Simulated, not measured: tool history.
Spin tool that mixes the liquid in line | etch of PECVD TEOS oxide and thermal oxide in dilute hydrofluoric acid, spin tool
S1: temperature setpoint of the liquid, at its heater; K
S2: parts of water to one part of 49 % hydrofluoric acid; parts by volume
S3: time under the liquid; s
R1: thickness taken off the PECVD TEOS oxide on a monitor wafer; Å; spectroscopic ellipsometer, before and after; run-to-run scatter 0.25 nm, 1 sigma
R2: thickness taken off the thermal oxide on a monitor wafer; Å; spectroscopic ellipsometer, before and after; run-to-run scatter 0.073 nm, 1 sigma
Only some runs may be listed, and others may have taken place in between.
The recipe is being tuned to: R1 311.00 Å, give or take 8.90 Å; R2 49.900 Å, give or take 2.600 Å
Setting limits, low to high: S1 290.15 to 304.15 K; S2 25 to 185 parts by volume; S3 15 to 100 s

run	hour	S1	S2	S3	R1	R2
1	0.0	296.15	105	50	126.68	20.211
2	6.0	297.65	90	50	161.81	25.700
3	9.2	299.15	80	50	193.32	31.082
4	14.6	300.15	75	50	213.85	34.262
5	16.9	300.15	50	50	334.18	54.053
6	24.3	300.15	50	60	406.45	62.849
7	32.6	299.15	50	60	388.62	61.623
8	41.6	297.65	50	60	361.76	57.853
9	42.1	296.65	50	60	340.13	55.999

Below are 4 possible settings for the next run. Only one of them brings all results inside the allowed miss of their targets. Which is it?
A	42.6	300.65	65	60	?	?
B	42.6	302.15	65	60	?	?
C	42.6	303.65	85	90	?	?
D	42.6	297.65	55	65	?	?

move	R1	R2
A	307.54	49.809
B	326.19	52.830
C	384.91	62.340
D	353.87	57.312
A: meets every target
B: moves toward the targets from the last run without getting all of them in spec
C: further off than the last run
D: further off than the last run
A meets every target.
